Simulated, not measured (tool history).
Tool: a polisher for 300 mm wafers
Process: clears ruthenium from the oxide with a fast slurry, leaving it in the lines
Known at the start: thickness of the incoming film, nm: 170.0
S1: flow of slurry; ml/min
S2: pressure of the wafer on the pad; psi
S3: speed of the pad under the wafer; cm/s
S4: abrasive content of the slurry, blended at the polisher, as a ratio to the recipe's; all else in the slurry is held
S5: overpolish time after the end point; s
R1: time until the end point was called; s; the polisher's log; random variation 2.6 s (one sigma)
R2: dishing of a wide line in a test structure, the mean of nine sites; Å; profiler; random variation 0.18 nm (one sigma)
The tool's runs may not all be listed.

run,hour,S1,S2,S3,S4,S5,R1,R2
1,0,195,3.5,80,1,16,47.077,493.68
2,1.9,155,3.5,80,1,16,48.466,484.15
3,6.9,155,3.5,80,1,23,48.848,660.74
4,13.3,155,3.5,90,1,23,42.857,726.52
5,19.6,155,3,90,1,23,48.582,666.83
6,20.7,145,2.8,80,0.9,19,62.694,437.94
7,28.4,145,2.8,80,0.9,19,62.858,432.24
8,32.9,140,2.7,72,0.8,16,77.573,323.1
9,33.7,115,1.7,50,1.05,8,148.36,80.347
10,39.4,115,1.7,50,1,8,157.38,79.355
11,43.8,120,1.7,50,1,8,155.62,81.126
12,47.2,125,1.7,50,1,8,156.19,84.112
13,48.8,130,1.7,50,1,8,154.5,84.136

Run 14 comes next. What will it give?
14,51.5,135,1.7,50,1,8,?,?

{"run 14": {"R1": 154.72, "R2": 79.856}}
